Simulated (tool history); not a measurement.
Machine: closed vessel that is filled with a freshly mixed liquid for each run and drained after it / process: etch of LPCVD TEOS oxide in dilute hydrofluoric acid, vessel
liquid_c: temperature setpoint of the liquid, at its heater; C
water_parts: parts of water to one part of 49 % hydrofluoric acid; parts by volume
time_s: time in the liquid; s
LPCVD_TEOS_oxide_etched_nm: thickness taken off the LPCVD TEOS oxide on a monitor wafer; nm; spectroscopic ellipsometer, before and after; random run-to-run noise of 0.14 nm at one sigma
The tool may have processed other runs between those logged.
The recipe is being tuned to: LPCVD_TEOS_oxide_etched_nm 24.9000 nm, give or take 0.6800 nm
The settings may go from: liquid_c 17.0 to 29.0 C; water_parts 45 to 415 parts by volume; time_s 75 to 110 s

run,day,liquid_c,water_parts,time_s,LPCVD_TEOS_oxide_etched_nm
1,0.000,21.0,230,110,9.8314
2,0.275,22.0,215,110,11.1620
3,0.550,20.5,215,110,10.5230
4,0.892,20.5,215,75,7.1840
5,1.146,21.5,205,75,7.8118
6,1.221,20.0,205,75,7.5178
7,1.567,20.0,205,75,7.5277
8,1.838,21.0,185,75,8.7896
9,1.929,22.0,170,75,10.1110
10,2.233,23.0,155,75,11.6440
11,2.600,23.5,145,75,12.8220
12,2.746,24.0,140,75,13.6790
13,2.842,24.5,135,75,14.4920
14,2.917,25.0,130,75,15.4890
15,3.067,29.0,65,75,39.6180
16,3.125,28.5,65,75,38.7380
17,3.362,28.0,65,75,37.7450
18,3.467,24.0,75,75,27.8390

Which single option among these 4 for the next run brings every result within its allowed miss of target? Just one does.
A,3.571,23.5,85,75,?
B,3.571,26.0,130,110,?
C,3.571,21.5,75,75,?
D,3.571,24.5,100,85,?

move,LPCVD_TEOS_oxide_etched_nm
A,23.4750
B,23.4830
C,24.8260
D,23.0990
A: moves the result that the last run missed by most past its target, out the other side
B: moves the result that the last run missed by most past its target, out the other side
C: each result inside its tolerance
D: moves the result that the last run missed by most past its target, out the other side
C meets every target.

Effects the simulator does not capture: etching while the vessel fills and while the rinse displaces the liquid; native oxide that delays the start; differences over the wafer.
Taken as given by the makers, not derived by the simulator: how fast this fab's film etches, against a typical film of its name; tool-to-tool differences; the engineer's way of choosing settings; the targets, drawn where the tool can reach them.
